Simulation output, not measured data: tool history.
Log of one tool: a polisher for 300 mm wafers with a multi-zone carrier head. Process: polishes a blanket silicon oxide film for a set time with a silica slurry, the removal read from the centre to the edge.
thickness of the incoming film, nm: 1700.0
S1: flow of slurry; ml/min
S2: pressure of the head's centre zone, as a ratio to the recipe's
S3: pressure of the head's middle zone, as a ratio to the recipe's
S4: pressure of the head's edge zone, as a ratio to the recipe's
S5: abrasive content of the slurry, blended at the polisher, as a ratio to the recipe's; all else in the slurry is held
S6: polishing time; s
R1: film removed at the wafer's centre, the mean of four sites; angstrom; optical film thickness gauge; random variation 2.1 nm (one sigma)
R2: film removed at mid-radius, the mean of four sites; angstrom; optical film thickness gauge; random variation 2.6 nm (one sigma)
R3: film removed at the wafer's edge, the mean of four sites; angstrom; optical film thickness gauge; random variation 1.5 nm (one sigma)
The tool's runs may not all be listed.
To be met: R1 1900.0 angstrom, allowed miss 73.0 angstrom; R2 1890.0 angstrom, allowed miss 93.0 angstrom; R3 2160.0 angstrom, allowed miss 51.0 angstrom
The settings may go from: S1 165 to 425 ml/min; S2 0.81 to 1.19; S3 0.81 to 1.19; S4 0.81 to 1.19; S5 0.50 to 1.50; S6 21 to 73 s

run  hour   S1    S2    S3    S4    S5  S6      R1      R2      R3
  1   0.0  275  1.00  1.00  1.00  1.00  47  1402.1  1366.7  1392.2
  2   2.6  210  1.00  1.00  1.00  1.00  47  1355.6  1328.2  1368.4
  3   7.7  210  1.00  1.00  1.00  0.95  47  1329.6  1310.2  1341.2
  4  15.6  210  1.00  1.00  1.00  0.95  55  1546.5  1520.3  1562.0
  5  22.1  210  1.00  1.00  1.02  1.00  55  1603.3  1558.5  1629.3
  6  22.8  165  1.00  1.00  1.02  1.00  55  1561.3  1536.8  1588.9
  7  29.4  175  1.00  1.00  1.04  1.05  55  1603.3  1587.2  1631.6
  8  38.2  165  0.92  0.90  1.14  1.30  57  1662.6  1655.9  2002.7
  9  45.4  175  0.93  0.91  1.15  1.30  57  1745.0  1671.3  1987.8
 10  51.3  180  0.93  0.91  1.15  1.30  57  1696.6  1673.1  2000.1
 11  54.0  180  0.93  0.91  1.15  1.30  57  1708.7  1682.8  2000.4
 12  61.1  185  0.93  0.91  1.15  1.30  57  1710.2  1654.6  2000.1
 13  62.4  185  0.93  0.92  1.15  1.30  57  1725.1  1679.7  2009.2
 14  66.5  190  0.93  0.93  1.15  1.30  57  1734.4  1702.9  1987.0
 15  69.1  200  0.92  0.94  1.16  1.40  57  1794.6  1761.2  2074.5
 16  69.7  200  0.92  0.97  1.17  1.45  57  1787.4  1856.7  2114.6

4 next moves are on the table. One of them brings every result within its allowed miss. Which?
  A  70.3  185  0.85  0.95  1.19  1.15  65   ?   ?   ?
  B  70.3  220  0.94  0.95  1.15  1.50  58   ?   ?   ?
  C  70.3  195  0.85  1.00  1.19  1.45  56   ?   ?   ?
  D  70.3  165  0.88  0.94  1.19  1.45  59   ?   ?   ?

move      R1      R2      R3
   A  1695.3  1874.9  2184.1
   B  1901.8  1896.7  2168.4
   C  1621.9  1871.3  2084.4
   D  1744.4  1848.2  2177.6
A: further off than the last run
B: meets every target
C: further off than the last run
D: further off than the last run
Move B is the one to make.

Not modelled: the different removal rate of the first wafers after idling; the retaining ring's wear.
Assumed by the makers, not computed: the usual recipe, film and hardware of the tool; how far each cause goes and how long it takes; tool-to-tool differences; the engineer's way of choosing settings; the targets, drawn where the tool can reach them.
